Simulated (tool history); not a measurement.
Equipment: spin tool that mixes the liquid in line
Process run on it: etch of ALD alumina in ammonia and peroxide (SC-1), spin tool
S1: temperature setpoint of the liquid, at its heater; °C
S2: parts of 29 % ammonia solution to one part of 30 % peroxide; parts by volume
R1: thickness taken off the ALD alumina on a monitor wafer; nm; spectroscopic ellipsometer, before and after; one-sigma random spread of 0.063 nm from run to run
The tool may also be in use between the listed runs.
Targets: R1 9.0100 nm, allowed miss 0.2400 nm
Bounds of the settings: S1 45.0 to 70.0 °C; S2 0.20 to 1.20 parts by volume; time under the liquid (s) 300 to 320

{"run": 1, "hour": 0.0, "S1": 61.0, "S2": 0.9, "time under the liquid (s)": 300, "R1": 15.926}
{"run": 2, "hour": 6.0, "S1": 63.5, "S2": 0.9, "time under the liquid (s)": 300, "R1": 17.761}
{"run": 3, "hour": 8.9, "S1": 62.0, "S2": 0.9, "time under the liquid (s)": 300, "R1": 16.906}
{"run": 4, "hour": 16.1, "S1": 62.0, "S2": 0.75, "time under the liquid (s)": 300, "R1": 16.323}
{"run": 5, "hour": 24.1, "S1": 62.0, "S2": 1.05, "time under the liquid (s)": 300, "R1": 16.833}
{"run": 6, "hour": 27.0, "S1": 62.0, "S2": 1.05, "time under the liquid (s)": 300, "R1": 16.709}
{"run": 7, "hour": 28.1, "S1": 60.5, "S2": 1.05, "time under the liquid (s)": 300, "R1": 15.772}
{"run": 8, "hour": 31.7, "S1": 52.5, "S2": 1.0, "time under the liquid (s)": 300, "R1": 10.137}
{"run": 9, "hour": 38.5, "S1": 52.0, "S2": 1.0, "time under the liquid (s)": 300, "R1": 9.9717}
{"run": 10, "hour": 42.8, "S1": 51.0, "S2": 1.0, "time under the liquid (s)": 300, "R1": 9.5769}

Next run, 5 choices. One meets every target within its allowed miss, the rest don't. Which?
{"run": "A", "hour": 47.1, "S1": 52.0, "S2": 0.5, "time under the liquid (s)": 320, "R1": "?"}
{"run": "B", "hour": 47.1, "S1": 50.0, "S2": 1.2, "time under the liquid (s)": 300, "R1": "?"}
{"run": "C", "hour": 47.1, "S1": 51.0, "S2": 0.95, "time under the liquid (s)": 320, "R1": "?"}
{"run": "D", "hour": 47.1, "S1": 50.0, "S2": 1.2, "time under the liquid (s)": 320, "R1": "?"}
{"run": "E", "hour": 47.1, "S1": 51.5, "S2": 1.2, "time under the liquid (s)": 300, "R1": "?"}

move=A R1=9.8747
move=B R1=9.0205
move=C R1=9.9399
move=D R1=9.6219
move=E R1=9.7915
A: misses by more than the last run did
B: every result lands within tolerance
C: misses by more than the last run did
D: misses by more than the last run did
E: misses by more than the last run did
Correct choice: B, which meets every target
